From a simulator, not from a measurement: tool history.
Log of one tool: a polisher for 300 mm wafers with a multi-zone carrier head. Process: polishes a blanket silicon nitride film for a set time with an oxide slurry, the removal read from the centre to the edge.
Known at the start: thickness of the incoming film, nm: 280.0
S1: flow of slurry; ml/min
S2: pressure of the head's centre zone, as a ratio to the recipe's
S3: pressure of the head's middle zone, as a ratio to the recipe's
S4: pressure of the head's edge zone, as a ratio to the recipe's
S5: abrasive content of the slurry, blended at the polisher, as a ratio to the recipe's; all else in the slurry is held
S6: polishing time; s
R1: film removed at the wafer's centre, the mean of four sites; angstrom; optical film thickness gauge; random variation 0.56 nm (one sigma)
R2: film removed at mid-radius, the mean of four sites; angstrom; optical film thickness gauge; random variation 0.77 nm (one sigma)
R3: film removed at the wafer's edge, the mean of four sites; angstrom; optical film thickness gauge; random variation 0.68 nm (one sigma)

| run | hour | S1 | S2 | S3 | S4 | S5 | S6 | R1 | R2 | R3 |
|---|---|---|---|---|---|---|---|---|---|---|
| 1 | 0 | 275 | 1 | 1 | 1 | 1 | 55 | 534.53 | 531.37 | 525.62 |
| 2 | 6.5 | 275 | 1 | 1 | 1 | 0.9 | 55 | 513.17 | 508.13 | 501.86 |
| 3 | 15.3 | 270 | 1 | 0.96 | 1.05 | 1.1 | 56 | 576.79 | 551.09 | 575.25 |
| 4 | 21.9 | 270 | 0.98 | 0.92 | 1.09 | 1.2 | 56 | 589.79 | 550.48 | 614.52 |
| 5 | 28.6 | 275 | 0.97 | 0.91 | 1.12 | 1.3 | 56 | 611.26 | 575.56 | 654.62 |
| 6 | 34.4 | 300 | 0.97 | 0.91 | 1.12 | 1.3 | 56 | 614.87 | 576.4 | 664.34 |
| 7 | 39 | 315 | 0.97 | 0.91 | 1.14 | 1.35 | 56 | 619.91 | 588.62 | 691.02 |
| 8 | 46.2 | 325 | 0.98 | 0.91 | 1.16 | 1.35 | 56 | 621.2 | 592.74 | 675.12 |
| 9 | 51.7 | 325 | 0.98 | 0.89 | 1.16 | 1.4 | 56 | 646.57 | 585.11 | 699.49 |
| 10 | 54.2 | 325 | 0.98 | 0.89 | 1.16 | 1.45 | 56 | 652.01 | 595.09 | 703.72 |

Forecast run 11:
| 11 | 62.4 | 325 | 0.98 | 0.88 | 1.17 | 1.45 | 56 | ? | ? | ? |

Run 11 gave R1 649.52 angstrom, R2 602.61 angstrom, R3 698.81 angstrom.
